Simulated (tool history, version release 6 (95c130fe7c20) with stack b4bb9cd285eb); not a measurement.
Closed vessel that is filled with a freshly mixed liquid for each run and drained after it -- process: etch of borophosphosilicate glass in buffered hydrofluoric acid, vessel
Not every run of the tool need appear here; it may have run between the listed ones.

run	day	temperature setpoint of the liquid (C)	parts of 40 % ammonium fluoride to one part of 49 % hydrofluoric acid (parts by volume)	time in the liquid (s)	thickness taken off the borophosphosilicate glass on a monitor wafer (angstrom)
1	0	20	13.5	95	1342.1
2	0.092	19.5	14	95	1260.4
3	0.312	19	14.5	95	1175.8
4	0.45	18.5	15	95	1104.1
5	0.658	18.5	12	95	1382.3
6	0.696	18.5	12	95	1387.7
7	0.988	18	13	95	1252.6
8	1.254	17.5	13.5	95	1148.2

The next listed run, before its measurement:
9	1.583	17.5	14	95	?

For run 9 the tool returned thickness taken off the borophosphosilicate glass on a monitor wafer (angstrom) 1119.2.

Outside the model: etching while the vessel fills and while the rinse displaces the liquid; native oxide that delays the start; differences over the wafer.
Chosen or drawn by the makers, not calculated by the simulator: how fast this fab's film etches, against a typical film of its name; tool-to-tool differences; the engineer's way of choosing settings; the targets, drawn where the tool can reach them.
